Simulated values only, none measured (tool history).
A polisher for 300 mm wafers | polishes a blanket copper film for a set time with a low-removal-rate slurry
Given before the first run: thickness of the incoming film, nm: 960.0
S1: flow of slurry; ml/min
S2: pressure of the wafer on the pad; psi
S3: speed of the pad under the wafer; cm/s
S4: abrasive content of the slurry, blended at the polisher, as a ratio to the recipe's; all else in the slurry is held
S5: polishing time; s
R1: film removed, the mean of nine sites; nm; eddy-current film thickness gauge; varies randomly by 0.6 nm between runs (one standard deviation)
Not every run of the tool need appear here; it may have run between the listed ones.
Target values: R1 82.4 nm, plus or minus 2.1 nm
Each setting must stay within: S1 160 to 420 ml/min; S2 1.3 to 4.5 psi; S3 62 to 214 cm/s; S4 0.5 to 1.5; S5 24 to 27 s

run,hour,S1,S2,S3,S4,S5,R1
1,0,270,2.9,138,1,27,126.17
2,1.7,270,2.9,138,1,27,126.69
3,6.9,265,2.6,138,1,27,113.67
4,13.3,265,2.6,138,1.2,27,120.04
5,15.6,265,2.4,138,1.2,27,111.18
6,22.7,265,2.2,138,1.2,27,103.51
7,31.2,265,2.1,138,1.2,27,99.793
8,37.7,265,2,138,1.2,27,95.937
9,46.3,265,1.9,138,1.2,27,90.54
10,49.7,265,1.8,138,1.2,27,85.969
11,50.8,265,1.8,138,1.2,27,86.897

5 candidate next runs follow, results not yet known. Just one meets every target within its allowed miss. Identify it.
A,51.9,360,1.5,168,1.15,26,?
B,51.9,290,1.6,142,1.2,26,?
C,51.9,320,1.7,152,1.15,27,?
D,51.9,275,1.3,172,1.3,27,?
E,51.9,195,2.2,112,1.5,27,?

move,R1
A,87.036
B,78.625
C,90.935
D,82.894
E,88.476
A: about as far from the targets as the last run
B: moves the result that the last run missed by most past its target, out the other side
C: lands further from the targets than the last run did
D: all results in spec
E: lands further from the targets than the last run did
So the answer is move D, the one that meets all the targets.
